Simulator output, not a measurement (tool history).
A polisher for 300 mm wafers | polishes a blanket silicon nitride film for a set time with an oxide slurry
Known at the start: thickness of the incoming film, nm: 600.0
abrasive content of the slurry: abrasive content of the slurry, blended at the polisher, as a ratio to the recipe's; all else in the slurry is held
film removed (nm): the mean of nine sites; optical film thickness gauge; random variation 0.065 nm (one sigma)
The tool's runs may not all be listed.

run    day  flow of slurry (ml/min)  pressure of the wafer on the pad (kPa)  speed of the pad under the wafer (m/s)  abrasive content of the slurry  polishing time (s)  film removed (nm)
  1      0                      300                                    15.9                                     1.1                               1                  18             7.2297
  2    0.3                      300                                    15.9                                     1.1                             1.2                  18             7.8552
  3  0.354                      300                                    12.4                                     1.1                             1.2                  18             6.7088
  4  0.658                      300                                    12.4                                     1.1                            1.05                  18             6.4225
  5  0.842                      305                                    15.2                                     1.1                            1.05                  18             7.2023
  6  0.896                      275                                    15.2                                     1.1                            1.05                  18             7.0914
  7  1.096                      300                                    16.5                                     1.1                            1.05                  18             7.6269

Run 8 comes next. What will it give?
  8  1.167                      310                                    17.9                                     1.1                            1.05                  18                  ?

{"run 8": {"film removed (nm)": 7.9214}}
